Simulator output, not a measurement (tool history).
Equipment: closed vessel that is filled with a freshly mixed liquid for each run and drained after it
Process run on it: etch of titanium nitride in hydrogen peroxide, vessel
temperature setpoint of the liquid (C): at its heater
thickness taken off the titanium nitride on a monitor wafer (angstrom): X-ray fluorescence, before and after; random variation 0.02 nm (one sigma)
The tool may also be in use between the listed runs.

run,day,temperature setpoint of the liquid (C),concentration of hydrogen peroxide in the mixed liquid (% by weight),time in the liquid (s),thickness taken off the titanium nitride on a monitor wafer (angstrom)
1,0,45,24.5,220,62.415
2,0.029,38.5,24.5,220,38.618
3,0.146,41.5,24.5,220,47.638
4,0.308,41.5,24.5,95,20.753
5,0.629,41.5,24.5,95,21.061
6,0.783,41.5,24.5,95,20.947

Run 7 is up next; what results do you expect?
7,1.004,42,24.5,95,?

{"run 7": {"thickness taken off the titanium nitride on a monitor wafer (angstrom)": 21.436}}

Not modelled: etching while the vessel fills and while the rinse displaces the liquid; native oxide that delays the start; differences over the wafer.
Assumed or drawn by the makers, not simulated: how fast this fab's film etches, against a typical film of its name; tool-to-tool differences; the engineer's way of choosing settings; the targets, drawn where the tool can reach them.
